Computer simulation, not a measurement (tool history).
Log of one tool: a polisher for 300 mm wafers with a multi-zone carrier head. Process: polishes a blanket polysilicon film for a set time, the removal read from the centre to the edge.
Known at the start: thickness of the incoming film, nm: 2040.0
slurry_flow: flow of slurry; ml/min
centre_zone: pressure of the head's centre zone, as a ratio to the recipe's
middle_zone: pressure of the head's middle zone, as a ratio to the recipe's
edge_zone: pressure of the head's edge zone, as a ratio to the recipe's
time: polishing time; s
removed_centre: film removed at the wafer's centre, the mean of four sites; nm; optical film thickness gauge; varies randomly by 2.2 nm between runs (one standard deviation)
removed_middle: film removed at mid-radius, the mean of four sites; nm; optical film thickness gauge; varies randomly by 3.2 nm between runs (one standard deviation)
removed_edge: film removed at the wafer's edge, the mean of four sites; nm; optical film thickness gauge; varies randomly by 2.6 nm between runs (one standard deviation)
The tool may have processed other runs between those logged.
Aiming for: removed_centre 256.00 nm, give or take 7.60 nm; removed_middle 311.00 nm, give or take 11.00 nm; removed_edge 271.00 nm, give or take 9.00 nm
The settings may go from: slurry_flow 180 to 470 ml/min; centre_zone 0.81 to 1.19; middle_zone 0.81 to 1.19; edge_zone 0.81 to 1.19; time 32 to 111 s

{"run": 1, "hour": 0.0, "slurry_flow": 300, "centre_zone": 1.0, "middle_zone": 1.0, "edge_zone": 1.0, "time": 71, "removed_centre": 535.21, "removed_middle": 541.3, "removed_edge": 530.53}
{"run": 2, "hour": 1.2, "slurry_flow": 290, "centre_zone": 0.98, "middle_zone": 1.0, "edge_zone": 0.98, "time": 67, "removed_centre": 491.4, "removed_middle": 495.6, "removed_edge": 485.73}
{"run": 3, "hour": 7.4, "slurry_flow": 290, "centre_zone": 0.98, "middle_zone": 1.0, "edge_zone": 0.91, "time": 67, "removed_centre": 497.94, "removed_middle": 506.44, "removed_edge": 476.07}
{"run": 4, "hour": 11.5, "slurry_flow": 290, "centre_zone": 1.04, "middle_zone": 1.0, "edge_zone": 0.91, "time": 67, "removed_centre": 522.03, "removed_middle": 502.74, "removed_edge": 471.16}
{"run": 5, "hour": 16.5, "slurry_flow": 285, "centre_zone": 1.02, "middle_zone": 1.01, "edge_zone": 0.9, "time": 63, "removed_centre": 489.38, "removed_middle": 470.36, "removed_edge": 445.3}
{"run": 6, "hour": 21.8, "slurry_flow": 285, "centre_zone": 0.95, "middle_zone": 1.01, "edge_zone": 0.9, "time": 63, "removed_centre": 448.32, "removed_middle": 477.68, "removed_edge": 440.92}
{"run": 7, "hour": 29.6, "slurry_flow": 280, "centre_zone": 0.94, "middle_zone": 1.01, "edge_zone": 0.89, "time": 60, "removed_centre": 415.22, "removed_middle": 454.91, "removed_edge": 418.92}
{"run": 8, "hour": 36.9, "slurry_flow": 280, "centre_zone": 0.93, "middle_zone": 1.01, "edge_zone": 0.88, "time": 57, "removed_centre": 398.15, "removed_middle": 434.15, "removed_edge": 392.86}
{"run": 9, "hour": 40.6, "slurry_flow": 275, "centre_zone": 0.92, "middle_zone": 1.01, "edge_zone": 0.87, "time": 55, "removed_centre": 377.18, "removed_middle": 416.95, "removed_edge": 377.62}
{"run": 10, "hour": 49.2, "slurry_flow": 270, "centre_zone": 0.91, "middle_zone": 1.01, "edge_zone": 0.86, "time": 53, "removed_centre": 364.12, "removed_middle": 401.53, "removed_edge": 360.61}

4 candidate next runs follow, results not yet known. Just one meets every target within its allowed miss. Identify it.
{"run": "A", "hour": 57.8, "slurry_flow": 270, "centre_zone": 0.85, "middle_zone": 1.04, "edge_zone": 0.82, "time": 41, "removed_centre": "?", "removed_middle": "?", "removed_edge": "?"}
{"run": "B", "hour": 57.8, "slurry_flow": 225, "centre_zone": 0.91, "middle_zone": 0.81, "edge_zone": 1.16, "time": 73, "removed_centre": "?", "removed_middle": "?", "removed_edge": "?"}
{"run": "C", "hour": 57.8, "slurry_flow": 255, "centre_zone": 1.1, "middle_zone": 1.18, "edge_zone": 0.81, "time": 39, "removed_centre": "?", "removed_middle": "?", "removed_edge": "?"}
{"run": "D", "hour": 57.8, "slurry_flow": 310, "centre_zone": 0.84, "middle_zone": 1.1, "edge_zone": 0.99, "time": 73, "removed_centre": "?", "removed_middle": "?", "removed_edge": "?"}

move=A removed_centre=257.71 removed_middle=313.93 removed_edge=275.66
move=B removed_centre=477.52 removed_middle=455.68 removed_edge=570.07
move=C removed_centre=315.63 removed_middle=325.58 removed_edge=258.98
move=D removed_centre=461.38 removed_middle=591.80 removed_edge=541.15
A: hits every target within its allowed miss
B: its largest miss is bigger than the last run's
C: closes in on the targets versus the last run, not all within tolerance yet
D: its largest miss is bigger than the last run's
The right move is A.

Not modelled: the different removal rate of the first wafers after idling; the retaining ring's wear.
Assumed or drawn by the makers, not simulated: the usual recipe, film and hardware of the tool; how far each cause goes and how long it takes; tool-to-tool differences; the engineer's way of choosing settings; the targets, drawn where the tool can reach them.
